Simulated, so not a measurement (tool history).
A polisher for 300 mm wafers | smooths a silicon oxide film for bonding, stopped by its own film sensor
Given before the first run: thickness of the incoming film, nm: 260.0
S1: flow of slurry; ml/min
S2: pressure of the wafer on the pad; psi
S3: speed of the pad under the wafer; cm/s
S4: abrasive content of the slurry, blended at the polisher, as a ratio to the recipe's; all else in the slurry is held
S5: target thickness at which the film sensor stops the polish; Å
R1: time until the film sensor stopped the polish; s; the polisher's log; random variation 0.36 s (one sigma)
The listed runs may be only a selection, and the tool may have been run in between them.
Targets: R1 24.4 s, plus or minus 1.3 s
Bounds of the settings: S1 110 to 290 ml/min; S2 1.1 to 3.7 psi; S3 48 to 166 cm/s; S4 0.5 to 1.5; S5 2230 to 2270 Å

{"run": 1, "day": 0.0, "S1": 185, "S2": 2.4, "S3": 106, "S4": 1, "S5": 2230, "R1": 39.47}
{"run": 2, "day": 0.279, "S1": 150, "S2": 2.4, "S3": 106, "S4": 1, "S5": 2230, "R1": 40.669}
{"run": 3, "day": 0.35, "S1": 150, "S2": 2.6, "S3": 108, "S4": 1, "S5": 2230, "R1": 37.536}
{"run": 4, "day": 0.704, "S1": 150, "S2": 2.8, "S3": 110, "S4": 1, "S5": 2230, "R1": 35.426}
{"run": 5, "day": 0.779, "S1": 150, "S2": 2.8, "S3": 122, "S4": 1, "S5": 2230, "R1": 33.283}
{"run": 6, "day": 0.896, "S1": 150, "S2": 3, "S3": 124, "S4": 1, "S5": 2230, "R1": 30.788}
{"run": 7, "day": 0.95, "S1": 150, "S2": 3.1, "S3": 126, "S4": 1, "S5": 2230, "R1": 29.043}
{"run": 8, "day": 0.996, "S1": 150, "S2": 3.2, "S3": 126, "S4": 1, "S5": 2230, "R1": 27.926}
{"run": 9, "day": 1.288, "S1": 150, "S2": 3.3, "S3": 126, "S4": 1, "S5": 2230, "R1": 26.63}
{"run": 10, "day": 1.458, "S1": 155, "S2": 3.4, "S3": 126, "S4": 1, "S5": 2230, "R1": 26.835}
{"run": 11, "day": 1.692, "S1": 155, "S2": 3.5, "S3": 126, "S4": 1, "S5": 2230, "R1": 26.408}
{"run": 12, "day": 1.883, "S1": 155, "S2": 3.5, "S3": 128, "S4": 1, "S5": 2230, "R1": 25.91}

5 candidate next runs follow, results not yet known. Just one meets every target within its allowed miss. Identify it.
{"run": "A", "day": 2.075, "S1": 175, "S2": 3.5, "S3": 124, "S4": 0.85, "S5": 2240, "R1": "?"}
{"run": "B", "day": 2.075, "S1": 175, "S2": 3.4, "S3": 124, "S4": 1, "S5": 2260, "R1": "?"}
{"run": "C", "day": 2.075, "S1": 185, "S2": 3.6, "S3": 86, "S4": 1.35, "S5": 2250, "R1": "?"}
{"run": "D", "day": 2.075, "S1": 185, "S2": 3.6, "S3": 120, "S4": 1.1, "S5": 2270, "R1": "?"}
{"run": "E", "day": 2.075, "S1": 160, "S2": 3.4, "S3": 102, "S4": 1.1, "S5": 2260, "R1": "?"}

move=A R1=27.65
move=B R1=23.787
move=C R1=26.317
move=D R1=21.136
move=E R1=26.574
A: misses by more than the last run did
B: every result within its allowed miss
C: misses by more than the last run did
D: takes the biggest miss from the last run beyond its target
E: misses by more than the last run did
B meets every target.
